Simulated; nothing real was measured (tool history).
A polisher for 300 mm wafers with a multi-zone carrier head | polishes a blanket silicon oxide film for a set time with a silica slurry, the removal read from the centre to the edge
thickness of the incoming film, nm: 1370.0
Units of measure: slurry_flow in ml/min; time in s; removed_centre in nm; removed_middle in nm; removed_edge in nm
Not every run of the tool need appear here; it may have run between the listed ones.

run  hour  slurry_flow  centre_zone  middle_zone  edge_zone  slurry_solids  time  removed_centre  removed_middle  removed_edge
  1     0          190            1            1          1              1    33           94.53          92.935        94.561
  2   4.3          185         0.98         0.97       0.95           0.85    30          76.247          75.655        77.889
  3   7.2          185         0.98         0.94       0.95           0.85    30          76.488          73.133        77.291
  4  12.5          185         0.98         0.89       0.95           0.85    30          77.342          72.129        76.532
  5  15.4          185         1.06         0.89       0.95           0.85    30          82.734          71.272        78.134
  6    21          185         1.14         0.89       0.95           0.85    30          89.012          71.489        77.453

For run 7, what comes out?
  7  27.9          180         1.08          0.9       0.91           0.75    28               ?               ?             ?

{"run 7": {"removed_centre": 73.69, "removed_middle": 63.752, "removed_edge": 65.054}}
